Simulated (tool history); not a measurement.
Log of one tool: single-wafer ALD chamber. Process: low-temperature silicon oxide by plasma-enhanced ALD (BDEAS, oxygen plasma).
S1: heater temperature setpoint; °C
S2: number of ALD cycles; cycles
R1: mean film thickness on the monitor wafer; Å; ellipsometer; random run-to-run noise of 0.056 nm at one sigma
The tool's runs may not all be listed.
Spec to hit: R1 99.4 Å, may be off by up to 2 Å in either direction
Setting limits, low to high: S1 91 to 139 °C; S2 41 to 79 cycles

run	hour	S1	S2	R1
1	0	115	60	80.686
2	3.3	115	68	92.023
3	5.9	114	69	93.399
4	7.7	114	77	104.78
5	14.4	114	79	105.83
6	18.6	115	78	104.76
7	25.1	117	77	102.87
8	29.2	117	77	103.3
9	37	118	76	101.54
10	43.9	119	76	101.54

Below are 5 possible settings for the next run. Only one of them brings all results inside the allowed miss of their targets. Which is it?
A	50.8	114	70	?
B	50.8	114	78	?
C	50.8	132	77	?
D	50.8	121	78	?
E	50.8	133	74	?

move	R1
A	94.594
B	105.4
C	100.1
D	103.85
E	95.989
A: carries the result that was furthest off beyond its target, to the other side
B: misses by more than the last run did
C: hits every target within its allowed miss
D: misses by more than the last run did
E: carries the result that was furthest off beyond its target, to the other side
The move that meets every target is C.
